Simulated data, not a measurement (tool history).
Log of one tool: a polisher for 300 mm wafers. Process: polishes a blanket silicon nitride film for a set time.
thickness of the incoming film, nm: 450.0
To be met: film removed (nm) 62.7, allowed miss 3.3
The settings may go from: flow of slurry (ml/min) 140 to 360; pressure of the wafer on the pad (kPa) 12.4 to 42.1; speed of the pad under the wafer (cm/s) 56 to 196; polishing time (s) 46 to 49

run	hour	flow of slurry (ml/min)	pressure of the wafer on the pad (kPa)	speed of the pad under the wafer (cm/s)	polishing time (s)	film removed (nm)
1	0	230	26.9	126	46	111.46
2	8.8	230	22.8	124	46	93.453
3	16.8	230	29	124	46	115.55
4	20.1	230	29	142	46	133.79
5	23.7	230	24.1	134	46	104.44
6	26.5	230	24.1	134	49	111.75
7	30.4	230	20.7	128	49	94.458
8	36.9	230	18.6	124	49	84.197
9	45.5	230	16.5	122	49	72.84
10	51.4	230	13.1	120	49	59.126

4 next moves are on the table. One of them brings every result within its allowed miss. Which?
A	57.3	190	14.5	110	46	?
B	57.3	285	14.5	126	46	?
C	57.3	205	13.1	104	49	?
D	57.3	210	13.1	110	47	?

move	film removed (nm)
A	53.038
B	60.723
C	49.505
D	49.686
A: further off than the last run
B: meets every target
C: further off than the last run
D: further off than the last run
Answer: B

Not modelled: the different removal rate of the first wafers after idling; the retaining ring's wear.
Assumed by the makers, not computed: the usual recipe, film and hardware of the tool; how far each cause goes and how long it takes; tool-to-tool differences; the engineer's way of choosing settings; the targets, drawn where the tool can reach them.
